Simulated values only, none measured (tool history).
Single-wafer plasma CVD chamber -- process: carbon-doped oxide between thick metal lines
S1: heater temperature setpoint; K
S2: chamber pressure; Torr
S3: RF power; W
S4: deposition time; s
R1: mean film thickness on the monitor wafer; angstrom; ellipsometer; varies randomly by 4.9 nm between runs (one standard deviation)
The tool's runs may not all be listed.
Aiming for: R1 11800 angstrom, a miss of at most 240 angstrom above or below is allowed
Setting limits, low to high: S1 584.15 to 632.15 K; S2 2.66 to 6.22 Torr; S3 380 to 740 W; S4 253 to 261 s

| run | day | S1 | S2 | S3 | S4 | R1 |
|---|---|---|---|---|---|---|
| 1 | 0 | 608.15 | 4.44 | 560 | 253 | 13544 |
| 2 | 0.233 | 609.15 | 4.3 | 550 | 253 | 13167 |
| 3 | 0.288 | 609.15 | 4.66 | 550 | 253 | 13459 |
| 4 | 0.412 | 610.15 | 4.51 | 545 | 253 | 13318 |
| 5 | 0.754 | 610.15 | 4.51 | 610 | 253 | 14405 |
| 6 | 0.996 | 611.15 | 4.32 | 600 | 253 | 14135 |
| 7 | 1.021 | 611.15 | 4.18 | 590 | 253 | 13815 |
| 8 | 1.275 | 612.15 | 4.03 | 580 | 253 | 13569 |
| 9 | 1.479 | 612.15 | 3.91 | 570 | 253 | 13345 |
| 10 | 1.596 | 612.15 | 3.8 | 560 | 253 | 13179 |
| 11 | 1.854 | 613.15 | 3.72 | 550 | 253 | 12925 |
| 12 | 2.062 | 624.15 | 2.83 | 515 | 253 | 11514 |

Pick the move, out of 4, that brings all results within their allowed miss; only one does.
| A | 2.271 | 620.15 | 2.66 | 490 | 258 | ? |
| B | 2.271 | 631.15 | 2.88 | 515 | 253 | ? |
| C | 2.271 | 631.15 | 3.12 | 515 | 260 | ? |
| D | 2.271 | 615.15 | 2.66 | 495 | 253 | ? |

| move | R1 |
|---|---|
| A | 11411 |
| B | 11390 |
| C | 11786 |
| D | 11426 |
A: misses by more than the last run did
B: misses by more than the last run did
C: all results land within tolerance of their targets
D: misses by more than the last run did
The move that meets every target is C.
